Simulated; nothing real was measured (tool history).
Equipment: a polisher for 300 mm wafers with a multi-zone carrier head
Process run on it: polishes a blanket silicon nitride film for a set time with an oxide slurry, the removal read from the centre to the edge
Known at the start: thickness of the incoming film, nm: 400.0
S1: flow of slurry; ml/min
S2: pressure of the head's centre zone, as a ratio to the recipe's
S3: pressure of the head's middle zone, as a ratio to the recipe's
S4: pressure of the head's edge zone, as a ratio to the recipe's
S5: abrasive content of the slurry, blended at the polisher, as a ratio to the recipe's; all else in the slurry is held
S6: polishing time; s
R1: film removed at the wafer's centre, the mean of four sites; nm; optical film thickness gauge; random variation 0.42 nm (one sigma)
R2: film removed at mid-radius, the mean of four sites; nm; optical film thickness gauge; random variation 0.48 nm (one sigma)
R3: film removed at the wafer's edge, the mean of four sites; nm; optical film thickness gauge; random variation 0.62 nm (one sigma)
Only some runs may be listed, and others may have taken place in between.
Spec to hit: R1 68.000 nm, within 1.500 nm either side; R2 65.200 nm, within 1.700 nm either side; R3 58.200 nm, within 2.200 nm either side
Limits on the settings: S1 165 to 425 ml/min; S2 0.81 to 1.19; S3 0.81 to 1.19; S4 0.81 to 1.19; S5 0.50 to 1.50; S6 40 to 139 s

run 1 hour=0.0 | S1=275 S2=1.00 S3=1.00 S4=1.00 S5=1.00 S6=89 | R1=46.441 R2=45.282 R3=45.588
run 2 hour=2.0 | S1=325 S2=1.00 S3=1.00 S4=1.00 S5=1.00 S6=89 | R1=46.693 R2=45.182 R3=46.298
run 3 hour=5.9 | S1=325 S2=1.04 S3=1.05 S4=1.01 S5=1.15 S6=89 | R1=51.245 R2=50.655 R3=49.599
run 4 hour=11.8 | S1=325 S2=1.04 S3=1.00 S4=1.01 S5=1.15 S6=89 | R1=51.481 R2=47.352 R3=48.379
run 5 hour=15.5 | S1=325 S2=1.08 S3=1.05 S4=1.02 S5=1.25 S6=90 | R1=55.617 R2=52.848 R3=52.177
run 6 hour=22.9 | S1=325 S2=1.08 S3=1.02 S4=1.02 S5=1.25 S6=90 | R1=56.302 R2=51.032 R3=50.812
run 7 hour=23.7 | S1=325 S2=1.11 S3=1.06 S4=1.02 S5=1.35 S6=90 | R1=58.725 R2=54.577 R3=52.523
run 8 hour=25.2 | S1=340 S2=1.13 S3=1.09 S4=1.03 S5=1.40 S6=91 | R1=61.701 R2=57.536 R3=54.096
run 9 hour=33.1 | S1=345 S2=1.15 S3=1.12 S4=1.04 S5=1.45 S6=92 | R1=64.887 R2=60.013 R3=55.852
run 10 hour=35.7 | S1=345 S2=1.15 S3=1.12 S4=1.04 S5=1.45 S6=92 | R1=64.292 R2=60.786 R3=57.377
run 11 hour=39.8 | S1=345 S2=1.15 S3=1.12 S4=1.04 S5=1.45 S6=92 | R1=64.168 R2=60.521 R3=56.487
run 12 hour=41.8 | S1=355 S2=1.16 S3=1.14 S4=1.04 S5=1.45 S6=92 | R1=65.487 R2=61.610 R3=55.907
run 13 hour=42.6 | S1=365 S2=1.16 S3=1.15 S4=1.05 S5=1.45 S6=92 | R1=65.541 R2=62.265 R3=57.365
run 14 hour=46.3 | S1=375 S2=1.17 S3=1.16 S4=1.05 S5=1.45 S6=92 | R1=66.300 R2=63.480 R3=56.252
run 15 hour=52.1 | S1=380 S2=1.17 S3=1.16 S4=1.06 S5=1.45 S6=92 | R1=65.729 R2=61.620 R3=58.209
run 16 hour=54.5 | S1=380 S2=1.17 S3=1.17 S4=1.05 S5=1.45 S6=92 | R1=66.818 R2=62.669 R3=58.040
-- hour=59.1 worn pad replaced by a new one
run 17 hour=59.1 | S1=380 S2=1.17 S3=1.18 S4=1.04 S5=1.45 S6=92 | R1=76.784 R2=74.633 R3=66.215
run 18 hour=61.9 | S1=350 S2=1.17 S3=1.17 S4=1.04 S5=1.45 S6=93 | R1=77.149 R2=73.727 R3=66.758
run 19 hour=64.6 | S1=365 S2=1.17 S3=1.17 S4=1.04 S5=1.45 S6=93 | R1=76.625 R2=74.210 R3=67.392
run 20 hour=68.6 | S1=290 S2=1.09 S3=1.08 S4=0.94 S5=1.35 S6=93 | R1=69.108 R2=65.073 R3=61.591
run 21 hour=76.7 | S1=310 S2=1.10 S3=1.10 S4=0.95 S5=1.35 S6=93 | R1=70.125 R2=67.667 R3=61.441

Next run, 5 choices. One meets every target within its allowed miss, the rest don't. Which?
run A hour=84.8 | S1=340 S2=1.14 S3=1.13 S4=0.88 S5=1.40 S6=81 | R1=? R2=? R3=?
run B hour=84.8 | S1=240 S2=1.19 S3=1.15 S4=0.94 S5=1.35 S6=82 | R1=? R2=? R3=?
run C hour=84.8 | S1=290 S2=1.04 S3=1.06 S4=0.95 S5=1.35 S6=95 | R1=? R2=? R3=?
run D hour=84.8 | S1=270 S2=1.06 S3=1.06 S4=0.84 S5=1.50 S6=97 | R1=? R2=? R3=?
run E hour=84.8 | S1=315 S2=1.13 S3=1.13 S4=0.95 S5=1.15 S6=94 | R1=? R2=? R3=?

move=A R1=64.412 R2=61.316 R3=52.408
move=B R1=65.567 R2=60.794 R3=53.044
move=C R1=67.183 R2=66.541 R3=62.411
move=D R1=72.285 R2=70.269 R3=62.367
move=E R1=68.301 R2=65.625 R3=58.177
A: the result that was furthest off in the last run now lies on the other side of its target
B: the result that was furthest off in the last run now lies on the other side of its target
C: its largest miss is bigger than the last run's
D: its largest miss is bigger than the last run's
E: all results land within tolerance of their targets
The right move is E.
